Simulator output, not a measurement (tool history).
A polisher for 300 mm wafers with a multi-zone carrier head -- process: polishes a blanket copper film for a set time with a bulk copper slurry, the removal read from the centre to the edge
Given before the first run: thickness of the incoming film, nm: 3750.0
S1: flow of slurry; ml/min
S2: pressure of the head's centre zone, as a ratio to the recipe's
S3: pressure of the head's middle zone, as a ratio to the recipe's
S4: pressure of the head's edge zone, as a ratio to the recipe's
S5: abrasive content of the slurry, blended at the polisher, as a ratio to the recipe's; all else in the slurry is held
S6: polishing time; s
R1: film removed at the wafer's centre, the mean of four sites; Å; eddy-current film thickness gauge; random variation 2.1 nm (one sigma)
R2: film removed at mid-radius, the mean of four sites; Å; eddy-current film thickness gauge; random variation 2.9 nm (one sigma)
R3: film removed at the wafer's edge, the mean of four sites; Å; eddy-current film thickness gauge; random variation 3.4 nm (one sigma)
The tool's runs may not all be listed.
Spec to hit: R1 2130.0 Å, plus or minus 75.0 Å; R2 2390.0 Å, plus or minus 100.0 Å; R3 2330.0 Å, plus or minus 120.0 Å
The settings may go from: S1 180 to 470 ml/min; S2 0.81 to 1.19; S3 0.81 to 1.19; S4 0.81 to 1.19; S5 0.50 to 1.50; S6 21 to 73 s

| run | hour | S1 | S2 | S3 | S4 | S5 | S6 | R1 | R2 | R3 |
|---|---|---|---|---|---|---|---|---|---|---|
| 1 | 0.0 | 300 | 1.00 | 1.00 | 1.00 | 1.00 | 47 | 2554.8 | 2535.4 | 2482.0 |
| 2 | 7.0 | 300 | 1.00 | 1.00 | 0.93 | 1.00 | 47 | 2600.8 | 2506.9 | 2402.0 |
| 3 | 10.6 | 295 | 0.96 | 1.00 | 0.94 | 0.95 | 47 | 2387.7 | 2524.3 | 2377.3 |
| 4 | 14.9 | 290 | 0.94 | 0.98 | 0.94 | 0.95 | 47 | 2383.4 | 2485.5 | 2377.0 |
| 5 | 20.8 | 285 | 0.92 | 0.97 | 0.95 | 0.90 | 47 | 2305.0 | 2384.8 | 2469.0 |
| 6 | 21.7 | 285 | 0.92 | 1.01 | 0.95 | 0.90 | 47 | 2310.9 | 2522.4 | 2403.4 |
| 7 | 25.5 | 285 | 0.91 | 1.00 | 0.94 | 0.85 | 47 | 2268.5 | 2460.4 | 2349.9 |
| 8 | 26.8 | 285 | 0.90 | 1.00 | 0.94 | 0.85 | 47 | 2238.9 | 2438.2 | 2294.9 |
| 9 | 31.7 | 280 | 0.89 | 0.99 | 0.95 | 0.85 | 47 | 2178.9 | 2395.3 | 2300.0 |

Which one of the following 4 next-run settings gets every result inside its allowed miss? There is exactly one.
| A | 36.6 | 235 | 0.83 | 1.05 | 1.12 | 0.90 | 45 | ? | ? | ? |
| B | 36.6 | 255 | 0.87 | 0.99 | 0.95 | 0.90 | 46 | ? | ? | ? |
| C | 36.6 | 235 | 0.90 | 0.90 | 0.82 | 0.85 | 49 | ? | ? | ? |
| D | 36.6 | 195 | 0.89 | 0.97 | 0.84 | 1.05 | 49 | ? | ? | ? |

| move | R1 | R2 | R3 |
|---|---|---|---|
| A | 1951.9 | 2451.0 | 2412.1 |
| B | 2102.7 | 2418.9 | 2294.8 |
| C | 2265.7 | 2361.7 | 2254.6 |
| D | 2291.2 | 2550.1 | 2341.3 |
A: the result that was furthest off in the last run now lies on the other side of its target
B: all results land within tolerance of their targets
C: moves away from the targets compared with the last run
D: moves away from the targets compared with the last run
The move that meets every target is B.
